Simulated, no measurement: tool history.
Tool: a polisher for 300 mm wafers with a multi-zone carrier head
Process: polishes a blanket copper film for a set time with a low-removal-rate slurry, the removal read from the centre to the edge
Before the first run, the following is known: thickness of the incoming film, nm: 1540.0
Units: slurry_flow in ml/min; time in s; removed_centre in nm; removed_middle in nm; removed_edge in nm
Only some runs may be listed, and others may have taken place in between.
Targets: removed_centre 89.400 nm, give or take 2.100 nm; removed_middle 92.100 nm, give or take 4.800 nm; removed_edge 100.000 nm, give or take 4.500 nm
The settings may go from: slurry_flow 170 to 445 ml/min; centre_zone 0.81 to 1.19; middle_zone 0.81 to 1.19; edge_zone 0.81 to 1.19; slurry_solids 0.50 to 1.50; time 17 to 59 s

| run | hour | slurry_flow | centre_zone | middle_zone | edge_zone | slurry_solids | time | removed_centre | removed_middle | removed_edge |
|---|---|---|---|---|---|---|---|---|---|---|
| 1 | 0.0 | 285 | 1.00 | 1.00 | 1.00 | 1.00 | 38 | 64.438 | 67.486 | 66.268 |
| 2 | 5.8 | 285 | 1.00 | 1.00 | 1.02 | 1.05 | 39 | 67.387 | 68.360 | 71.014 |
| 3 | 8.1 | 285 | 1.00 | 1.00 | 1.02 | 1.05 | 47 | 81.688 | 82.085 | 86.201 |
| 4 | 13.2 | 290 | 1.00 | 1.01 | 1.04 | 1.05 | 47 | 81.120 | 82.630 | 87.406 |
| 5 | 21.7 | 265 | 1.00 | 1.01 | 1.04 | 1.05 | 47 | 80.347 | 82.591 | 84.635 |
| 6 | 27.8 | 265 | 0.93 | 1.01 | 1.04 | 1.05 | 47 | 75.929 | 82.667 | 83.206 |
| 7 | 35.4 | 275 | 0.94 | 1.02 | 1.05 | 1.05 | 47 | 75.601 | 81.220 | 85.975 |
| 8 | 39.4 | 285 | 0.95 | 1.03 | 1.05 | 1.05 | 47 | 76.924 | 82.366 | 86.571 |
| 9 | 40.3 | 290 | 0.96 | 1.04 | 1.05 | 1.05 | 47 | 78.209 | 85.623 | 86.006 |
| 10 | 44.2 | 300 | 0.97 | 1.04 | 1.06 | 1.05 | 47 | 80.680 | 83.269 | 87.266 |
| 11 | 49.8 | 350 | 0.97 | 1.14 | 1.16 | 1.30 | 48 | 85.571 | 100.340 | 99.361 |
| 12 | 51.1 | 350 | 0.98 | 1.13 | 1.16 | 1.30 | 48 | 87.959 | 97.774 | 97.504 |
| 13 | 56.3 | 350 | 0.98 | 1.12 | 1.16 | 1.30 | 48 | 87.354 | 99.239 | 97.452 |

5 next moves are on the table. One of them brings every result within its allowed miss. Which?
| A | 61.5 | 355 | 0.86 | 1.10 | 1.18 | 1.20 | 54 | ? | ? | ? |
| B | 61.5 | 405 | 0.97 | 1.00 | 1.18 | 1.15 | 50 | ? | ? | ? |
| C | 61.5 | 375 | 0.93 | 1.19 | 1.19 | 1.25 | 48 | ? | ? | ? |
| D | 61.5 | 395 | 0.97 | 1.17 | 1.14 | 1.20 | 50 | ? | ? | ? |
| E | 61.5 | 345 | 1.00 | 1.19 | 1.05 | 1.50 | 46 | ? | ? | ? |

| move | removed_centre | removed_middle | removed_edge |
|---|---|---|---|
| A | 85.207 | 110.560 | 108.520 |
| B | 89.059 | 94.299 | 100.350 |
| C | 83.170 | 106.560 | 98.011 |
| D | 89.885 | 108.730 | 99.199 |
| E | 88.901 | 105.920 | 91.547 |
A: the biggest miss grows against the last run
B: every result within its allowed miss
C: the biggest miss grows against the last run
D: the biggest miss grows against the last run
E: the biggest miss grows against the last run
The move that meets every target is B.

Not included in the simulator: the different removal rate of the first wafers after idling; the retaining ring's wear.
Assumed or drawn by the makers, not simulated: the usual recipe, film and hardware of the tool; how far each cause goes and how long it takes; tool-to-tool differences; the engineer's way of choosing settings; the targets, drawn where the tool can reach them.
